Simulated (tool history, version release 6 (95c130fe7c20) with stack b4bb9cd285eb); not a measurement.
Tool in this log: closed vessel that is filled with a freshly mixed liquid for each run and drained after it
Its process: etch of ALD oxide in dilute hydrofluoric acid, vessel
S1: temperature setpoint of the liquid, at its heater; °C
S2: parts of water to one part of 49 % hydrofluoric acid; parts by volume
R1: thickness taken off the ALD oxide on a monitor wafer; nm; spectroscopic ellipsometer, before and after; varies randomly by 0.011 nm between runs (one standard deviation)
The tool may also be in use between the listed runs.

run 1 hour=0 | S1=20 S2=180 time_in_the_liquid_(s)=30 | R1=1.6511
run 2 hour=7.6 | S1=22.5 S2=165 time_in_the_liquid_(s)=30 | R1=2.0193
run 3 hour=9.1 | S1=24.5 S2=155 time_in_the_liquid_(s)=30 | R1=2.3381
run 4 hour=15.5 | S1=25.5 S2=150 time_in_the_liquid_(s)=30 | R1=2.512
run 5 hour=16.4 | S1=25.5 S2=190 time_in_the_liquid_(s)=30 | R1=1.921
run 6 hour=25.3 | S1=26.5 S2=170 time_in_the_liquid_(s)=30 | R1=2.264
run 7 hour=31.2 | S1=27 S2=160 time_in_the_liquid_(s)=30 | R1=2.4752
run 8 hour=39.8 | S1=28 S2=130 time_in_the_liquid_(s)=30 | R1=3.2888

Predict the results of run 9:
run 9 hour=40.5 | S1=27.5 S2=130 time_in_the_liquid_(s)=30 | R1=?

R1: 3.2273 nm
